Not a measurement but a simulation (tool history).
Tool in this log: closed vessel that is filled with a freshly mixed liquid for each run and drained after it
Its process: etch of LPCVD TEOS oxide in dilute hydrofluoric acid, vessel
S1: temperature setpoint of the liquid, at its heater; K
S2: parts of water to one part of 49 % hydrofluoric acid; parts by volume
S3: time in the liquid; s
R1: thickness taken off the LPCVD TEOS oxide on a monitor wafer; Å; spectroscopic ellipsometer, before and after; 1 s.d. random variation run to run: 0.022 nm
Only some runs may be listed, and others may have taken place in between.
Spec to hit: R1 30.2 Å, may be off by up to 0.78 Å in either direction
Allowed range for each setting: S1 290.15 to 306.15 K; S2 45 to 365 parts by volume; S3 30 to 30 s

Run 1, day 0: S1 298.15 K, S2 205 parts by volume, S3 30 s. Result: R1 67.534 Å.
Run 2, day 0.192: S1 295.65 K, S2 235 parts by volume, S3 30 s. Result: R1 51.468 Å.
Run 3, day 0.562: S1 297.65 K, S2 235 parts by volume, S3 30 s. Result: R1 56.346 Å.
Run 4, day 0.838: S1 298.65 K, S2 235 parts by volume, S3 30 s. Result: R1 57.972 Å.
Run 5, day 1.096: S1 298.65 K, S2 235 parts by volume, S3 30 s. Result: R1 57.18 Å.
Run 6, day 1.246: S1 298.65 K, S2 175 parts by volume, S3 30 s. Result: R1 83.205 Å.
Run 7, day 1.312: S1 295.65 K, S2 215 parts by volume, S3 30 s. Result: R1 57.786 Å.
Run 8, day 1.579: S1 293.65 K, S2 240 parts by volume, S3 30 s. Result: R1 47.175 Å.
Run 9, day 1.758: S1 292.65 K, S2 260 parts by volume, S3 30 s. Result: R1 40.88 Å.
Run 10, day 2.142: S1 291.65 K, S2 275 parts by volume, S3 30 s. Result: R1 36.755 Å.
Run 11, day 2.217: S1 291.15 K, S2 285 parts by volume, S3 30 s. Result: R1 34.062 Å.
Run 12, day 2.45: S1 290.15 K, S2 300 parts by volume, S3 30 s. Result: R1 31.259 Å.

Which single option among these 4 for the next run brings every result within its allowed miss of target? Just one does.
Run A, day 2.683: S1 290.65 K, S2 310 parts by volume, S3 30 s. Result: R1 ?.
Run B, day 2.683: S1 290.15 K, S2 320 parts by volume, S3 30 s. Result: R1 ?.
Run C, day 2.683: S1 290.15 K, S2 290 parts by volume, S3 30 s. Result: R1 ?.
Run D, day 2.683: S1 290.15 K, S2 285 parts by volume, S3 30 s. Result: R1 ?.

move      R1
   A  30.165
   B  28.442
   C  32.178
   D  32.881
A: all results land within tolerance of their targets
B: carries the result that was furthest off beyond its target, to the other side
C: further off than the last run
D: further off than the last run
Move A is the one to make.
